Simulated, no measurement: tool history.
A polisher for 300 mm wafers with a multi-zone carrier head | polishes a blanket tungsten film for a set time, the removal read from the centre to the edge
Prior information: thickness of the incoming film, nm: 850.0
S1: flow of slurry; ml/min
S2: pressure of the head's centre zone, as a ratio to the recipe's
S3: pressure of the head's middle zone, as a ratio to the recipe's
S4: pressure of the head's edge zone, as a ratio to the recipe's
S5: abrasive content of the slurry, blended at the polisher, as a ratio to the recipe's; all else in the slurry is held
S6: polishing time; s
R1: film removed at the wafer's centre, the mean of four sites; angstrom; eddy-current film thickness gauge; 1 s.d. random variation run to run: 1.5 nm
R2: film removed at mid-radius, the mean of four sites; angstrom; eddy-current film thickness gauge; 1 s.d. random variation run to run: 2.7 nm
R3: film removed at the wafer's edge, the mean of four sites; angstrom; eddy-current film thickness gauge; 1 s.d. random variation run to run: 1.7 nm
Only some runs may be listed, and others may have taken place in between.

run 1 hour=0.0 | S1=235 S2=1.00 S3=1.00 S4=1.00 S5=1.00 S6=35 | R1=1841.9 R2=1929.7 R3=1911.7
run 2 hour=1.2 | S1=275 S2=1.00 S3=1.00 S4=1.00 S5=1.00 S6=35 | R1=1848.5 R2=1885.2 R3=1933.8
run 3 hour=8.6 | S1=275 S2=1.00 S3=1.00 S4=1.08 S5=1.00 S6=35 | R1=1864.7 R2=1890.5 R3=1998.8
run 4 hour=14.6 | S1=275 S2=1.00 S3=0.96 S4=1.08 S5=1.00 S6=35 | R1=1850.5 R2=1819.6 R3=1972.4
run 5 hour=22.9 | S1=260 S2=1.01 S3=0.98 S4=1.02 S5=0.90 S6=35 | R1=1794.4 R2=1818.9 R3=1849.5
run 6 hour=29.8 | S1=250 S2=1.01 S3=0.99 S4=0.98 S5=0.85 S6=35 | R1=1752.3 R2=1843.5 R3=1834.1
run 7 hour=31.0 | S1=240 S2=1.03 S3=1.00 S4=0.94 S5=0.80 S6=35 | R1=1772.2 R2=1799.7 R3=1722.5
run 8 hour=38.5 | S1=235 S2=1.03 S3=1.01 S4=0.92 S5=0.80 S6=35 | R1=1775.4 R2=1828.2 R3=1738.6

The next listed run, before its measurement:
run 9 hour=42.5 | S1=230 S2=1.03 S3=1.02 S4=0.90 S5=0.75 S6=35 | R1=? R2=? R3=?

{"run 9": {"R1": 1753.3, "R2": 1850.5, "R3": 1686.1}}
